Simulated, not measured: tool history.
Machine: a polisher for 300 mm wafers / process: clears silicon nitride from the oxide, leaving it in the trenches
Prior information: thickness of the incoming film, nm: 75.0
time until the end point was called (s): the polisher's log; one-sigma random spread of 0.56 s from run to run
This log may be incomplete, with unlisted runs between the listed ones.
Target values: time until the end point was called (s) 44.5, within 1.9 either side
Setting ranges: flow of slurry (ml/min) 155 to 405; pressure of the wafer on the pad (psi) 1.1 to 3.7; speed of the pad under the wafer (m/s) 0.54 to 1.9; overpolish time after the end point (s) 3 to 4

| run | hour | flow of slurry (ml/min) | pressure of the wafer on the pad (psi) | speed of the pad under the wafer (m/s) | overpolish time after the end point (s) | time until the end point was called (s) |
|---|---|---|---|---|---|---|
| 1 | 0 | 260 | 2.4 | 1.22 | 4 | 80.15 |
| 2 | 1.2 | 260 | 3 | 1.22 | 4 | 63.425 |
| 3 | 4.3 | 260 | 3 | 1.06 | 4 | 75.726 |
| 4 | 5.8 | 260 | 3.1 | 1.1 | 4 | 70.121 |
| 5 | 9.2 | 195 | 3.1 | 1.1 | 4 | 71.479 |
| 6 | 13.2 | 195 | 3.6 | 1.1 | 4 | 62.192 |
| 7 | 21.9 | 195 | 3.6 | 1.1 | 4 | 62.637 |
| 8 | 25.5 | 195 | 3.6 | 1.1 | 4 | 64.422 |
| 9 | 27.4 | 200 | 3.6 | 1.16 | 4 | 59.455 |

Which one of the following 5 next-run settings gets every result inside its allowed miss? There is exactly one.
| A | 29.3 | 215 | 3.6 | 1.52 | 4 | ? |
| B | 29.3 | 185 | 3.3 | 0.94 | 4 | ? |
| C | 29.3 | 155 | 3.5 | 1.06 | 4 | ? |
| D | 29.3 | 220 | 3.7 | 1.66 | 3 | ? |
| E | 29.3 | 170 | 3.7 | 1.72 | 4 | ? |

| move | time until the end point was called (s) |
|---|---|
| A | 44.696 |
| B | 79.373 |
| C | 69.019 |
| D | 39.796 |
| E | 40.073 |
A: all results land within tolerance of their targets
B: moves away from the targets compared with the last run
C: moves away from the targets compared with the last run
D: pushes the last run's worst result past its target
E: pushes the last run's worst result past its target
So the answer is move A, the one that meets all the targets.

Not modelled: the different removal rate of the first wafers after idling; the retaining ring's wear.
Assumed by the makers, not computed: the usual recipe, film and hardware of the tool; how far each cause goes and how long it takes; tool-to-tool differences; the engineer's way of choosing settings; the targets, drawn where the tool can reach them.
